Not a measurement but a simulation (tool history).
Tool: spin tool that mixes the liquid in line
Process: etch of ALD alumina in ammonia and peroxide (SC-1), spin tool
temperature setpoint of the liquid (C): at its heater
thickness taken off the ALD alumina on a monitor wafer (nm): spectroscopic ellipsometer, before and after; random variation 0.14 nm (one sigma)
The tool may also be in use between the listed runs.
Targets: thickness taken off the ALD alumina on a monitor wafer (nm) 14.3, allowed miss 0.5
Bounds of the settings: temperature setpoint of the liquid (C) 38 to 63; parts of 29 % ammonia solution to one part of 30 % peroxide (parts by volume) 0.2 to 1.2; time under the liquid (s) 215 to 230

run	day	temperature setpoint of the liquid (C)	parts of 29 % ammonia solution to one part of 30 % peroxide (parts by volume)	time under the liquid (s)	thickness taken off the ALD alumina on a monitor wafer (nm)
1	0	47	0.8	215	8.939
2	0.029	48	0.8	215	9.6355
3	0.112	48.5	0.8	215	9.7296
4	0.333	49	0.8	215	10.137
5	0.554	49	0.8	230	10.903
6	0.862	49	0.8	215	10.193
7	0.946	49.5	0.8	215	10.456
8	1.3	50	0.8	215	10.701
9	1.417	50.5	0.8	215	10.951
10	1.696	51	0.8	215	11.297
11	1.908	51.5	0.8	215	11.603
12	2.004	52	0.8	215	11.857
13	2.033	52	0.8	215	12.207
14	2.3	52.5	0.8	215	12.341
15	2.496	52.5	0.8	215	12.243
16	2.788	53	0.8	215	12.595
17	2.996	54.5	0.8	215	14.001

4 next moves are on the table. One of them brings every result within its allowed miss. Which?
A	3.204	54.5	0.65	215	?
B	3.204	55	1	215	?
C	3.204	52	1.05	230	?
D	3.204	53.5	0.85	215	?

move	thickness taken off the ALD alumina on a monitor wafer (nm)
A	13.366
B	14.3
C	13.084
D	12.997
A: further off than the last run
B: meets every target
C: further off than the last run
D: further off than the last run
The right move is B.

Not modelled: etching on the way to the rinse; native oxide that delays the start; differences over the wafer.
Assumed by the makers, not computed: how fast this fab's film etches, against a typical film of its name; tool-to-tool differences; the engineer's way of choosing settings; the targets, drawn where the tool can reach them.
